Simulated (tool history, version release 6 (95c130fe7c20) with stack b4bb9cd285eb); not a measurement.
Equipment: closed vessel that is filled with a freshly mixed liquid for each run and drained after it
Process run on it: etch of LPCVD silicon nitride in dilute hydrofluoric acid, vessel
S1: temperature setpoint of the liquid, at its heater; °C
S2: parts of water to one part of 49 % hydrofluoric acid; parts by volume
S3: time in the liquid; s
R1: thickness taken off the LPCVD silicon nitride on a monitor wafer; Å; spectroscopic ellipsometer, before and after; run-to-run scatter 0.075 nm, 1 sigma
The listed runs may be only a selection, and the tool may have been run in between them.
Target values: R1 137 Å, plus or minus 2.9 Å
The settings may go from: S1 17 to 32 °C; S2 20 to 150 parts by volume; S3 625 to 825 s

run	day	S1	S2	S3	R1
1	0	24	85	825	44.496
2	0.367	22.5	85	825	40.709
3	0.725	22.5	85	825	40.241
4	0.908	23.5	80	825	46.102
5	0.962	23.5	65	825	56.079
6	1.004	24.5	60	825	65.23
7	1.267	24.5	60	825	65.305
8	1.425	25.5	60	825	69.376
9	1.783	26.5	60	825	74.587
10	2.079	27	60	825	76.994
11	2.221	27.5	60	825	79.594
12	2.571	28	60	825	82.514
13	2.6	28.5	60	825	85.214
14	2.679	29	60	825	88.374
15	2.933	29.5	60	825	90.906
16	3.233	30	60	825	93.422
17	3.471	31	50	825	119.9
18	3.808	31.5	50	825	124.16
19	3.875	32	45	825	142.26

4 candidate next runs follow, results not yet known. Just one meets every target within its allowed miss. Identify it.
A	3.942	31	45	815	?
B	3.942	31.5	40	765	?
C	3.942	32	45	800	?
D	3.942	31	40	810	?

move	R1
A	130.83
B	142.45
C	137.02
D	146
A: takes the result that was furthest off past its target
B: neither nearer nor further off than the last run
C: each result inside its tolerance
D: the biggest miss grows against the last run
Move C is the one to make.
